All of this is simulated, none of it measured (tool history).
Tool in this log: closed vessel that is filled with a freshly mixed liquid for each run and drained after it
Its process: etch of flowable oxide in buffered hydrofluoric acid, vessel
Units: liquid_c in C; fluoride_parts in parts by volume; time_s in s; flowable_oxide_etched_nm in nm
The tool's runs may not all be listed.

| run | hour | liquid_c | fluoride_parts | time_s | flowable_oxide_etched_nm |
|---|---|---|---|---|---|
| 1 | 0.0 | 22.0 | 19.5 | 85 | 216.44 |
| 2 | 6.3 | 22.5 | 19.5 | 85 | 223.25 |
| 3 | 11.9 | 21.0 | 19.5 | 85 | 205.30 |
| 4 | 15.9 | 21.5 | 19.5 | 85 | 210.36 |
| 5 | 21.6 | 19.0 | 19.5 | 85 | 184.39 |
| 6 | 28.6 | 19.0 | 19.5 | 85 | 184.95 |
| 7 | 33.5 | 20.0 | 19.5 | 85 | 193.40 |
| 8 | 37.8 | 21.0 | 19.5 | 85 | 205.66 |

Run 9 comes next. What will it give?
| 9 | 40.9 | 21.5 | 19.5 | 85 | ? |

{"run 9": {"flowable_oxide_etched_nm": 210.01}}

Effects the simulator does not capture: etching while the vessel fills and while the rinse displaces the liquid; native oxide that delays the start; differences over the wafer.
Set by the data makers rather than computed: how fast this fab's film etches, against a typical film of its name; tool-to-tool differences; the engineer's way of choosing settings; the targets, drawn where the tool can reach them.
